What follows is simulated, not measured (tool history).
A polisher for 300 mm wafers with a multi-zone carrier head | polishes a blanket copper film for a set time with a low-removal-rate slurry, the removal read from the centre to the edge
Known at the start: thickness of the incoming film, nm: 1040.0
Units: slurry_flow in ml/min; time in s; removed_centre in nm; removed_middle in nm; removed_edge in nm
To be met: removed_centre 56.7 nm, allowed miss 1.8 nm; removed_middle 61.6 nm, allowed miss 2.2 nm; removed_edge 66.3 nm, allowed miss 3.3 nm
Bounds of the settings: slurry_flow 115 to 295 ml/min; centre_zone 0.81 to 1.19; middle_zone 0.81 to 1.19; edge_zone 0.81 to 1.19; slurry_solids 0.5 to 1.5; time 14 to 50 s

{"run": 1, "hour": 0.0, "slurry_flow": 190, "centre_zone": 1, "middle_zone": 1, "edge_zone": 1, "slurry_solids": 1, "time": 32, "removed_centre": 68.669, "removed_middle": 68.533, "removed_edge": 70.853}
{"run": 2, "hour": 5.6, "slurry_flow": 190, "centre_zone": 0.96, "middle_zone": 1, "edge_zone": 1, "slurry_solids": 1, "time": 32, "removed_centre": 66.281, "removed_middle": 69.77, "removed_edge": 71.825}
{"run": 3, "hour": 10.8, "slurry_flow": 190, "centre_zone": 0.9, "middle_zone": 1, "edge_zone": 1, "slurry_solids": 1, "time": 32, "removed_centre": 61.697, "removed_middle": 68.573, "removed_edge": 72.552}
{"run": 4, "hour": 18.0, "slurry_flow": 190, "centre_zone": 0.9, "middle_zone": 1.07, "edge_zone": 1, "slurry_solids": 1, "time": 32, "removed_centre": 61.548, "removed_middle": 73.761, "removed_edge": 69.108}
{"run": 5, "hour": 22.8, "slurry_flow": 190, "centre_zone": 0.9, "middle_zone": 1.04, "edge_zone": 1, "slurry_solids": 1, "time": 32, "removed_centre": 61.07, "removed_middle": 71.966, "removed_edge": 69.456}
{"run": 6, "hour": 27.2, "slurry_flow": 190, "centre_zone": 0.9, "middle_zone": 1.13, "edge_zone": 1, "slurry_solids": 1, "time": 32, "removed_centre": 61.178, "removed_middle": 78.645, "removed_edge": 70.798}
{"run": 7, "hour": 29.8, "slurry_flow": 180, "centre_zone": 0.9, "middle_zone": 1.09, "edge_zone": 1, "slurry_solids": 0.95, "time": 32, "removed_centre": 60.122, "removed_middle": 73.958, "removed_edge": 70.436}
{"run": 8, "hour": 38.4, "slurry_flow": 180, "centre_zone": 0.9, "middle_zone": 1.06, "edge_zone": 0.98, "slurry_solids": 0.9, "time": 32, "removed_centre": 60.278, "removed_middle": 70.311, "removed_edge": 68.872}
{"run": 9, "hour": 40.2, "slurry_flow": 180, "centre_zone": 0.9, "middle_zone": 1.06, "edge_zone": 0.98, "slurry_solids": 0.9, "time": 32, "removed_centre": 59.738, "removed_middle": 71.464, "removed_edge": 69.268}
{"run": 10, "hour": 42.7, "slurry_flow": 175, "centre_zone": 0.9, "middle_zone": 1.04, "edge_zone": 0.97, "slurry_solids": 0.85, "time": 32, "removed_centre": 58.941, "removed_middle": 68.606, "removed_edge": 66.248}
{"run": 11, "hour": 47.7, "slurry_flow": 170, "centre_zone": 0.9, "middle_zone": 1.02, "edge_zone": 0.98, "slurry_solids": 0.85, "time": 32, "removed_centre": 58.945, "removed_middle": 68.723, "removed_edge": 66.187}
{"run": 12, "hour": 54.2, "slurry_flow": 175, "centre_zone": 0.89, "middle_zone": 0.99, "edge_zone": 0.98, "slurry_solids": 0.85, "time": 32, "removed_centre": 57.202, "removed_middle": 67.232, "removed_edge": 67.476}
{"run": 13, "hour": 54.8, "slurry_flow": 170, "centre_zone": 0.89, "middle_zone": 0.97, "edge_zone": 0.98, "slurry_solids": 0.85, "time": 32, "removed_centre": 57.857, "removed_middle": 63.805, "removed_edge": 67.785}
{"run": 14, "hour": 55.4, "slurry_flow": 165, "centre_zone": 0.89, "middle_zone": 0.97, "edge_zone": 0.98, "slurry_solids": 0.85, "time": 32, "removed_centre": 57.152, "removed_middle": 64.205, "removed_edge": 67.793}
{"run": 15, "hour": 59.2, "slurry_flow": 165, "centre_zone": 0.89, "middle_zone": 0.96, "edge_zone": 0.98, "slurry_solids": 0.85, "time": 32, "removed_centre": 56.931, "removed_middle": 64.176, "removed_edge": 66.004}

Which of these 4 next moves meets every target?
{"run": "A", "hour": 63.0, "slurry_flow": 185, "centre_zone": 0.84, "middle_zone": 0.92, "edge_zone": 1, "slurry_solids": 0.9, "time": 34, "removed_centre": "?", "removed_middle": "?", "removed_edge": "?"}
{"run": "B", "hour": 63.0, "slurry_flow": 240, "centre_zone": 0.89, "middle_zone": 0.93, "edge_zone": 1.03, "slurry_solids": 1.15, "time": 28, "removed_centre": "?", "removed_middle": "?", "removed_edge": "?"}
{"run": "C", "hour": 63.0, "slurry_flow": 115, "centre_zone": 0.93, "middle_zone": 1.02, "edge_zone": 0.93, "slurry_solids": 1.15, "time": 32, "removed_centre": "?", "removed_middle": "?", "removed_edge": "?"}
{"run": "D", "hour": 63.0, "slurry_flow": 140, "centre_zone": 0.9, "middle_zone": 1, "edge_zone": 0.97, "slurry_solids": 0.9, "time": 33, "removed_centre": "?", "removed_middle": "?", "removed_edge": "?"}

move=A removed_centre=58.899 removed_middle=68.471 removed_edge=75.871
move=B removed_centre=56.152 removed_middle=61.829 removed_edge=68.132
move=C removed_centre=56.744 removed_middle=65.835 removed_edge=66.855
move=D removed_centre=57.523 removed_middle=67.333 removed_edge=69.679
A: further off than the last run
B: meets every target
C: further off than the last run
D: further off than the last run
Move B is the one to make.
